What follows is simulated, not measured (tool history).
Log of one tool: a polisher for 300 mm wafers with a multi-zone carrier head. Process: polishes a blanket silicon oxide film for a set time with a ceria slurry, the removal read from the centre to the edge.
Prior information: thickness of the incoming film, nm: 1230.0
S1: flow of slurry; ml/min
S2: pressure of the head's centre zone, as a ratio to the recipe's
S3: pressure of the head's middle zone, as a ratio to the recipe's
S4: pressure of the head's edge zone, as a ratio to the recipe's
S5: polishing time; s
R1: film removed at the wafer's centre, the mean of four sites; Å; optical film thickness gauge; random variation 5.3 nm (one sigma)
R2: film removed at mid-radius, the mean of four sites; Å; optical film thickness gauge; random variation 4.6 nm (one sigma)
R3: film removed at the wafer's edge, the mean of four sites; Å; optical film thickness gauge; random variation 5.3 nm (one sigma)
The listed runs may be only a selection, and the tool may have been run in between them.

Run 1, hour 0.0: S1 310 ml/min, S2 1.00, S3 1.00, S4 1.00, S5 50 s. Result: R1 3201.7 Å, R2 3192.0 Å, R3 3087.5 Å.
Run 2, hour 2.4: S1 310 ml/min, S2 0.96, S3 1.04, S4 1.05, S5 55 s. Result: R1 3396.2 Å, R2 3613.6 Å, R3 3479.6 Å.
Run 3, hour 4.2: S1 310 ml/min, S2 0.92, S3 1.08, S4 1.08, S5 59 s. Result: R1 3531.7 Å, R2 4022.6 Å, R3 3774.7 Å.
Run 4, hour 5.5: S1 310 ml/min, S2 0.89, S3 1.10, S4 1.11, S5 62 s. Result: R1 3467.5 Å, R2 4268.6 Å, R3 3983.5 Å.
Run 5, hour 13.8: S1 310 ml/min, S2 0.97, S3 1.10, S4 1.11, S5 62 s. Result: R1 3789.0 Å, R2 4237.1 Å, R3 4096.7 Å.
Run 6, hour 16.7: S1 315 ml/min, S2 0.95, S3 1.13, S4 1.13, S5 64 s. Result: R1 3975.4 Å, R2 4587.5 Å, R3 4150.0 Å.

Run 7, settings as shown, results not yet in. Your forecast:
Run 7, hour 18.1: S1 310 ml/min, S2 0.92, S3 1.13, S4 1.14, S5 66 s. Result: R1 ?, R2 ?, R3 ?.

{"run 7": {"R1": 3824.2, "R2": 4739.0, "R3": 4425.9}}
